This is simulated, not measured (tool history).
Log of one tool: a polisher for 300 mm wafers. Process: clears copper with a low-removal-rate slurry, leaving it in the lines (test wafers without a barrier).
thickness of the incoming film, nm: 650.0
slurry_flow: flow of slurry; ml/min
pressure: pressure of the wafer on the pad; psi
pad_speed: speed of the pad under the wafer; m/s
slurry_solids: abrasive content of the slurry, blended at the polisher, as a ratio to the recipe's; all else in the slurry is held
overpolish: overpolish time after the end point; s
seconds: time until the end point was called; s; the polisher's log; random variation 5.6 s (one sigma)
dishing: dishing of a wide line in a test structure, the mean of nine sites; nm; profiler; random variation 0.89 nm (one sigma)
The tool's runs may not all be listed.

run,hour,slurry_flow,pressure,pad_speed,slurry_solids,overpolish,seconds,dishing
1,0,135,3.7,1.36,1,22,153.17,47.781
2,8.9,160,3.7,1.36,1,22,149.54,49.256
3,10.6,160,3.7,1.7,1,22,123.42,55.543
4,18.1,160,3.5,1.62,1,23,134.88,54.243
5,22.6,160,3.3,1.56,1,24,147.28,51.645
6,28.4,160,3.3,1.56,1,29,145.93,59.421
7,33.1,160,3.1,1.5,1,30,164.2,54.615
8,41.8,160,3,1.46,1,31,173.26,56.382

The next listed run, before its measurement:
9,47.1,160,2.9,1.42,1,31,?,?

{"run 9": {"seconds": 177.17, "dishing": 52.275}}
